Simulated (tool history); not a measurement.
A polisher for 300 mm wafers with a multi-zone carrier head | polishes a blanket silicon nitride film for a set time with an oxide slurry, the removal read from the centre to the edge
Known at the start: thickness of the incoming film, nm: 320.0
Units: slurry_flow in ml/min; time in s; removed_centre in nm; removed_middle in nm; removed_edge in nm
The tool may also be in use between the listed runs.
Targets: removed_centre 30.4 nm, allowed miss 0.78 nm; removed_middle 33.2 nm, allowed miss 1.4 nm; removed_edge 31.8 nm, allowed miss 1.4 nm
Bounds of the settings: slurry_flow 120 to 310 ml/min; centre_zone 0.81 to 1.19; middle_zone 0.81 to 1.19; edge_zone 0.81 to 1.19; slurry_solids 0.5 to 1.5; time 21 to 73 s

run	hour	slurry_flow	centre_zone	middle_zone	edge_zone	slurry_solids	time	removed_centre	removed_middle	removed_edge
1	0	200	1	1	1	1	47	26.462	26.286	27.167
2	4.7	200	1	1	1	1.1	47	28.165	28.762	29.041
3	6	200	1	1	1.03	1.1	47	28.383	28.599	30.107
4	8.2	205	1	1.01	1.03	1.1	47	28.471	28.388	29.136
5	9.8	205	1	1.02	1.03	1.1	47	27.943	29.104	29.588
6	15	180	1	1.02	1.03	1.1	47	28.1	28.713	28.999
7	22.4	185	1	1.03	1.04	1.1	47	28.404	28.548	29.576
8	25.4	190	1	1.05	1.05	1.1	47	27.874	30.006	29.479
9	27.4	195	1.01	1.06	1.06	1.1	47	28.54	29.886	29.401

Which of these 5 next moves meets every target?
A	29.4	200	0.9	0.85	1.16	1.15	52	?	?	?
B	29.4	200	1.14	1.06	1.12	1.45	42	?	?	?
C	29.4	185	1.02	1.07	1.09	1.15	48	?	?	?
D	29.4	225	1.09	0.93	1.01	1.15	49	?	?	?
E	29.4	220	0.98	1.08	1.05	1.25	47	?	?	?

move	removed_centre	removed_middle	removed_edge
A	30.547	29.219	35.899
B	31.85	30.566	31.882
C	29.965	30.999	31.764
D	32.754	29.602	31.895
E	30.788	32.73	32.501
A: brings the result that was furthest off to its target, and leaves another outside
B: takes the result that was furthest off past its target
C: brings the result that was furthest off to its target, and leaves another outside
D: takes the result that was furthest off past its target
E: meets every target
Move E is the one to make.
